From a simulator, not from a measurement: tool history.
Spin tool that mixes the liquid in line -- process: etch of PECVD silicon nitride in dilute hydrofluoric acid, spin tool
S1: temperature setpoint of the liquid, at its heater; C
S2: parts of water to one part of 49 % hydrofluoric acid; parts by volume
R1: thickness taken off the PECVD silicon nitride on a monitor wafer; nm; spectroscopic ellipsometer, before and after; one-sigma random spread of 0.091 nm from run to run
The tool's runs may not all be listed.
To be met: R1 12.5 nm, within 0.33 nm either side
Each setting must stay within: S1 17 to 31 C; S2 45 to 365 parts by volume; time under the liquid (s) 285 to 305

{"run": 1, "hour": 0.0, "S1": 23, "S2": 205, "time under the liquid (s)": 285, "R1": 8.0641}
{"run": 2, "hour": 7.1, "S1": 24.5, "S2": 205, "time under the liquid (s)": 285, "R1": 8.846}
{"run": 3, "hour": 8.2, "S1": 22, "S2": 205, "time under the liquid (s)": 285, "R1": 7.5854}
{"run": 4, "hour": 10.5, "S1": 22, "S2": 205, "time under the liquid (s)": 285, "R1": 7.5956}
{"run": 5, "hour": 16.6, "S1": 22, "S2": 165, "time under the liquid (s)": 285, "R1": 9.3879}
{"run": 6, "hour": 17.1, "S1": 22, "S2": 205, "time under the liquid (s)": 285, "R1": 7.5327}
{"run": 7, "hour": 23.8, "S1": 24, "S2": 205, "time under the liquid (s)": 285, "R1": 8.4832}
{"run": 8, "hour": 32.5, "S1": 25.5, "S2": 205, "time under the liquid (s)": 285, "R1": 9.4088}
{"run": 9, "hour": 33.3, "S1": 29.5, "S2": 205, "time under the liquid (s)": 285, "R1": 12.078}

5 candidate next runs follow, results not yet known. Just one meets every target within its allowed miss. Identify it.
{"run": "A", "hour": 34.1, "S1": 28, "S2": 205, "time under the liquid (s)": 300, "R1": "?"}
{"run": "B", "hour": 34.1, "S1": 28, "S2": 200, "time under the liquid (s)": 295, "R1": "?"}
{"run": "C", "hour": 34.1, "S1": 27.5, "S2": 185, "time under the liquid (s)": 290, "R1": "?"}
{"run": "D", "hour": 34.1, "S1": 28.5, "S2": 195, "time under the liquid (s)": 300, "R1": "?"}
{"run": "E", "hour": 34.1, "S1": 26, "S2": 170, "time under the liquid (s)": 290, "R1": "?"}

move=A R1=11.508
move=B R1=11.602
move=C R1=11.965
move=D R1=12.478
move=E R1=11.863
A: further off than the last run
B: further off than the last run
C: further off than the last run
D: all results in spec
E: further off than the last run
The right move is D.
